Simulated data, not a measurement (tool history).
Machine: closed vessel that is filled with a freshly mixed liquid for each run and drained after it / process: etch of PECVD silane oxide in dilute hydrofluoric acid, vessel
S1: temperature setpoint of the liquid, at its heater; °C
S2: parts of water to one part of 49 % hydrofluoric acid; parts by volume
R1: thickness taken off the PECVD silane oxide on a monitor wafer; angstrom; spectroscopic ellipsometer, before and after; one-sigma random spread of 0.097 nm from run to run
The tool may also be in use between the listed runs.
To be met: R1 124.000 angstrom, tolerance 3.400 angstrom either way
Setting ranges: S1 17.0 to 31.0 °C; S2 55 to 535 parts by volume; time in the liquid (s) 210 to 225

run 1 hour=0.0 | S1=23.0 S2=295 time_in_the_liquid_(s)=210 | R1=88.286
run 2 hour=6.6 | S1=23.0 S2=295 time_in_the_liquid_(s)=210 | R1=88.189
run 3 hour=15.1 | S1=26.0 S2=295 time_in_the_liquid_(s)=210 | R1=98.344
run 4 hour=16.6 | S1=27.5 S2=290 time_in_the_liquid_(s)=210 | R1=104.120
run 5 hour=21.6 | S1=27.5 S2=355 time_in_the_liquid_(s)=210 | R1=80.530
run 6 hour=25.8 | S1=29.5 S2=355 time_in_the_liquid_(s)=210 | R1=85.281
run 7 hour=32.1 | S1=30.0 S2=335 time_in_the_liquid_(s)=210 | R1=95.250
run 8 hour=36.7 | S1=30.5 S2=320 time_in_the_liquid_(s)=210 | R1=101.820
run 9 hour=38.2 | S1=30.5 S2=310 time_in_the_liquid_(s)=210 | R1=106.900
run 10 hour=39.6 | S1=30.5 S2=300 time_in_the_liquid_(s)=210 | R1=110.710
run 11 hour=43.1 | S1=30.5 S2=295 time_in_the_liquid_(s)=210 | R1=113.870
run 12 hour=51.0 | S1=30.5 S2=290 time_in_the_liquid_(s)=210 | R1=114.340
run 13 hour=59.0 | S1=30.5 S2=290 time_in_the_liquid_(s)=210 | R1=114.790

Exactly one of the 4 candidate moves below puts every result within its allowed miss. Which one?
run A hour=67.0 | S1=29.5 S2=300 time_in_the_liquid_(s)=215 | R1=?
run B hour=67.0 | S1=31.0 S2=295 time_in_the_liquid_(s)=225 | R1=?
run C hour=67.0 | S1=24.0 S2=290 time_in_the_liquid_(s)=225 | R1=?
run D hour=67.0 | S1=29.0 S2=290 time_in_the_liquid_(s)=210 | R1=?

move=A R1=111.500
move=B R1=125.210
move=C R1=101.350
move=D R1=112.050
A: misses by more than the last run did
B: each result inside its tolerance
C: misses by more than the last run did
D: misses by more than the last run did
B meets every target.

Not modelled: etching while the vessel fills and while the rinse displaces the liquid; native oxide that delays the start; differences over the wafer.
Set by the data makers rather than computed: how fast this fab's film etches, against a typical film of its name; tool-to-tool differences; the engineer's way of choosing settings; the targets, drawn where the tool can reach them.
